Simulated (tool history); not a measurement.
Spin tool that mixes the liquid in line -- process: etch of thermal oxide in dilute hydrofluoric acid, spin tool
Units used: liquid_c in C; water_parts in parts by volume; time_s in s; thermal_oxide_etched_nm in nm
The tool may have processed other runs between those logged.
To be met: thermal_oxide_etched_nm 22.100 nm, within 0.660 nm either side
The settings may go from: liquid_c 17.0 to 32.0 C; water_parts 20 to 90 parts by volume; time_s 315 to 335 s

run    day  liquid_c  water_parts  time_s  thermal_oxide_etched_nm
  1  0.000      24.0           50     315                   31.122
  2  0.242      24.0           50     315                   31.072
  3  0.346      24.0           35     315                   45.465
  4  0.629      24.0           35     335                   48.224
  5  0.712      21.0           35     335                   42.707
  6  0.954      21.0           35     315                   40.192
     1.112  -- thermometer replaced
  7  1.112      20.0           40     315                   32.128
  8  1.383      19.0           45     315                   26.731
  9  1.638      18.5           45     315                   26.538

Which single option among these 5 for the next run brings every result within its allowed miss of target? Just one does.
  A  1.892      19.0           35     320                        ?
  B  1.892      18.0           35     335                        ?
  C  1.892      19.0           60     315                        ?
  D  1.892      22.0           55     320                        ?
  E  1.892      19.5           55     315                        ?

move  thermal_oxide_etched_nm
   A                   35.754
   B                   35.840
   C                   19.938
   D                   25.221
   E                   22.348
A: misses by more than the last run did
B: misses by more than the last run did
C: takes the result that was furthest off past its target
D: nearer than the last run, and not there yet
E: in spec on every target
So the answer is move E, the one that meets all the targets.
